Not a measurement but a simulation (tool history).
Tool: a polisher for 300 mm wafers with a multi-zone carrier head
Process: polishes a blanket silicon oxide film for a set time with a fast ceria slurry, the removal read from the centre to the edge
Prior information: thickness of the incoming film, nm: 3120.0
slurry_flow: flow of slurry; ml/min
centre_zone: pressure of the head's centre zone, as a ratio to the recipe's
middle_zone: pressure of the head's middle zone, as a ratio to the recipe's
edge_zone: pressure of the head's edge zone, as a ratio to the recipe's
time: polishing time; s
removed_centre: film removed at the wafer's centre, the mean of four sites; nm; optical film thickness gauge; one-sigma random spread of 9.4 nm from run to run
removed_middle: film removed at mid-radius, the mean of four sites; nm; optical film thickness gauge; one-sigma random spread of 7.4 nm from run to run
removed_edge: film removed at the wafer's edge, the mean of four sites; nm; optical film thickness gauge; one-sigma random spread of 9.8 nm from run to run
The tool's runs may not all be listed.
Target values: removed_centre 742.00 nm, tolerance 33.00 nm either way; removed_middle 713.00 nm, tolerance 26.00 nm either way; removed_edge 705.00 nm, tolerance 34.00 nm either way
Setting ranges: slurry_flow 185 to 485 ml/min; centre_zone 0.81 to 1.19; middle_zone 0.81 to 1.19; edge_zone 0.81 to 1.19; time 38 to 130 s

run,day,slurry_flow,centre_zone,middle_zone,edge_zone,time,removed_centre,removed_middle,removed_edge
1,0.000,310,1.00,1.00,1.00,84,573.42,567.69,584.88
2,0.354,245,1.00,1.00,1.00,84,555.49,563.42,566.13
3,0.638,245,1.00,1.06,1.00,84,551.87,587.04,572.72
4,0.854,255,1.02,1.07,1.02,86,579.13,606.36,582.24
5,0.954,265,1.03,1.07,1.03,89,596.13,624.71,610.67
6,1.154,275,1.05,1.07,1.03,91,637.14,629.78,616.77
7,1.350,280,1.05,1.07,1.04,93,664.49,659.09,628.74
8,1.546,290,1.05,1.06,1.05,94,653.66,672.40,661.49
9,1.742,300,1.06,1.06,1.06,95,685.11,669.26,647.72
10,1.762,305,1.06,1.05,1.06,96,680.36,669.99,676.14
11,2.046,310,1.07,1.06,1.06,97,711.17,682.98,692.70
12,2.250,315,1.07,1.07,1.06,97,702.36,717.57,683.74

Next run, 4 choices. One meets every target within its allowed miss, the rest don't. Which?
A,2.454,450,0.98,1.19,1.01,91,?,?,?
B,2.454,265,1.03,1.10,1.09,94,?,?,?
C,2.454,250,0.99,1.06,1.03,101,?,?,?
D,2.454,320,1.08,1.06,1.06,99,?,?,?

move,removed_centre,removed_middle,removed_edge
A,618.66,737.68,650.50
B,635.94,681.26,672.51
C,650.91,705.91,698.88
D,718.97,711.66,710.15
A: lands further from the targets than the last run did
B: lands further from the targets than the last run did
C: lands further from the targets than the last run did
D: hits every target within its allowed miss
Correct choice: D, which meets every target
